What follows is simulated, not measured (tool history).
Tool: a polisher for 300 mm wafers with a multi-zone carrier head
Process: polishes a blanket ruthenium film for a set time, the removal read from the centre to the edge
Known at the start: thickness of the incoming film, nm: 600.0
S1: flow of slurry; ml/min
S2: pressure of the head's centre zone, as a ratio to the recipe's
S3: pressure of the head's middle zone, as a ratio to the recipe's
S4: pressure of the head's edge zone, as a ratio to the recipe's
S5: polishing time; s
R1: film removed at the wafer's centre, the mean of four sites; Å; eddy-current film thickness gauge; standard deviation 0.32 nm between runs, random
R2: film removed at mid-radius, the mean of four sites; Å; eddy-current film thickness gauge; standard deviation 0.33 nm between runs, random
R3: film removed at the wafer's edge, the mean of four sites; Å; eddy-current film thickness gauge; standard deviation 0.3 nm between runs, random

run  hour   S1    S2    S3    S4  S5      R1      R2      R3
  1   0.0  315  1.00  1.00  1.00  35  338.89  328.77  336.55
  2   5.3  320  1.02  1.01  1.02  35  346.47  332.92  339.77
  3   8.1  370  1.02  1.01  1.02  35  353.13  342.52  345.32
  4  11.9  330  1.02  1.01  1.02  35  350.17  337.28  340.16
  5  17.5  405  1.02  1.01  1.02  35  354.32  341.88  342.15
  6  26.2  405  1.02  1.01  1.08  35  354.82  343.27  352.66
  7  28.8  400  1.03  1.01  1.09  36  365.89  350.29  369.73

Run 8 is up next; what results do you expect?
  8  32.9  400  1.03  1.01  1.09  36   ?   ?   ?

R1: 365.81 Å
R2: 353.41 Å
R3: 366.08 Å

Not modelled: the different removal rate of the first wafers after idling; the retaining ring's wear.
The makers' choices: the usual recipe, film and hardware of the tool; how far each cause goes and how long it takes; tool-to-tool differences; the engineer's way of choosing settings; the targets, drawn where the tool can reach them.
